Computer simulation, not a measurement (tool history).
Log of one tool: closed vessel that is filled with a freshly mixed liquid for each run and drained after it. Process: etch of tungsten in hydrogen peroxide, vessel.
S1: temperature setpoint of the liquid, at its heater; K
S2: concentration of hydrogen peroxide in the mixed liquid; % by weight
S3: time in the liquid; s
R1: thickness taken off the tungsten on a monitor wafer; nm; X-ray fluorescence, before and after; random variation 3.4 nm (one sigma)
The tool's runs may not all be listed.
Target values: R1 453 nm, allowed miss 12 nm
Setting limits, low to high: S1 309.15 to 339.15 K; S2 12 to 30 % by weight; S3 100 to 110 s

Run 1, hour 0: S1 325.15 K, S2 22 % by weight, S3 100 s. Result: R1 322.37 nm.
Run 2, hour 2.9: S1 326.15 K, S2 22 % by weight, S3 100 s. Result: R1 338.93 nm.
Run 3, hour 11.1: S1 326.15 K, S2 24.5 % by weight, S3 100 s. Result: R1 362.37 nm.
Run 4, hour 17.3: S1 326.65 K, S2 24.5 % by weight, S3 100 s. Result: R1 373.26 nm.
Run 5, hour 21.1: S1 327.15 K, S2 24.5 % by weight, S3 100 s. Result: R1 378.91 nm.
Run 6, hour 29.8: S1 327.15 K, S2 24.5 % by weight, S3 100 s. Result: R1 386.19 nm.
Run 7, hour 30.6: S1 327.65 K, S2 24.5 % by weight, S3 100 s. Result: R1 398 nm.
Run 8, hour 32.1: S1 328.15 K, S2 24.5 % by weight, S3 100 s. Result: R1 408.45 nm.
Run 9, hour 33: S1 328.65 K, S2 24.5 % by weight, S3 100 s. Result: R1 423.01 nm.
Run 10, hour 38: S1 329.15 K, S2 24.5 % by weight, S3 100 s. Result: R1 433.39 nm.

5 next moves are on the table. One of them brings every result within its allowed miss. Which?
Run A, hour 43: S1 329.15 K, S2 23.5 % by weight, S3 100 s. Result: R1 ?.
Run B, hour 43: S1 331.65 K, S2 20.5 % by weight, S3 100 s. Result: R1 ?.
Run C, hour 43: S1 327.15 K, S2 26.5 % by weight, S3 105 s. Result: R1 ?.
Run D, hour 43: S1 330.15 K, S2 20 % by weight, S3 100 s. Result: R1 ?.
Run E, hour 43: S1 328.15 K, S2 25.5 % by weight, S3 105 s. Result: R1 ?.

move      R1
   A  422.35
   B  456.56
   C  418.28
   D   413.2
   E  435.45
A: moves away from the targets compared with the last run
B: in spec on every target
C: moves away from the targets compared with the last run
D: moves away from the targets compared with the last run
E: closer than the last run, but not yet in spec
Go with B: it meets all targets.

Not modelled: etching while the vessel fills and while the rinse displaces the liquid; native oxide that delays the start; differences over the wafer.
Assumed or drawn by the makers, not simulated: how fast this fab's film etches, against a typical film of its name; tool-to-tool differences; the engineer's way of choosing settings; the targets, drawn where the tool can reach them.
